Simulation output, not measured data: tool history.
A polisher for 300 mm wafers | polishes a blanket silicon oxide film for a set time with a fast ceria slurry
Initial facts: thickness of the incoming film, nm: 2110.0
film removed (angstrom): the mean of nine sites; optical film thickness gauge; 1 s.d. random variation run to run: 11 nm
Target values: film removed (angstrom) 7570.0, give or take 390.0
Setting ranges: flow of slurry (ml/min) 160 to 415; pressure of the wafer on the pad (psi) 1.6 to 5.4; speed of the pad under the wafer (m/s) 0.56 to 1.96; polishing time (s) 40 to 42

run  hour  flow of slurry (ml/min)  pressure of the wafer on the pad (psi)  speed of the pad under the wafer (m/s)  polishing time (s)  film removed (angstrom)
  1   0.0                      265                                     3.5                                    1.26                  40                  11613.0
  2   2.0                      330                                     3.5                                    1.26                  40                  11595.0
  3   7.1                      330                                     3.1                                    1.24                  40                  10217.0
  4  10.7                      330                                     3.1                                    1.24                  40                  10304.0
  5  16.8                      360                                     3.1                                    1.24                  40                  10292.0
  6  21.2                      360                                     2.8                                    1.22                  40                   9130.3
  7  29.0                      360                                     2.8                                    1.22                  40                   9525.2
  8  37.7                      360                                     2.6                                    1.20                  40                   8590.8
  9  45.1                      360                                     2.5                                    1.20                  40                   8485.3
 10  53.3                      360                                     2.4                                    1.20                  40                   8057.2
 11  53.9                      360                                     2.3                                    1.20                  40                   7956.7

Below are 5 possible settings for the next run. Only one of them brings all results inside the allowed miss of their targets. Which is it?
  A  54.5                      325                                     2.2                                    1.34                  42                        ?
  B  54.5                      375                                     2.9                                    1.06                  40                        ?
  C  54.5                      340                                     2.3                                    1.26                  41                        ?
  D  54.5                      335                                     2.3                                    1.22                  42                        ?
  E  54.5                      395                                     2.6                                    1.04                  40                        ?

move  film removed (angstrom)
   A                   8978.9
   B                   8528.6
   C                   8567.2
   D                   8496.4
   E                   7709.6
A: lands further from the targets than the last run did
B: lands further from the targets than the last run did
C: lands further from the targets than the last run did
D: lands further from the targets than the last run did
E: hits every target within its allowed miss
E is the move that brings every result within its allowed miss.

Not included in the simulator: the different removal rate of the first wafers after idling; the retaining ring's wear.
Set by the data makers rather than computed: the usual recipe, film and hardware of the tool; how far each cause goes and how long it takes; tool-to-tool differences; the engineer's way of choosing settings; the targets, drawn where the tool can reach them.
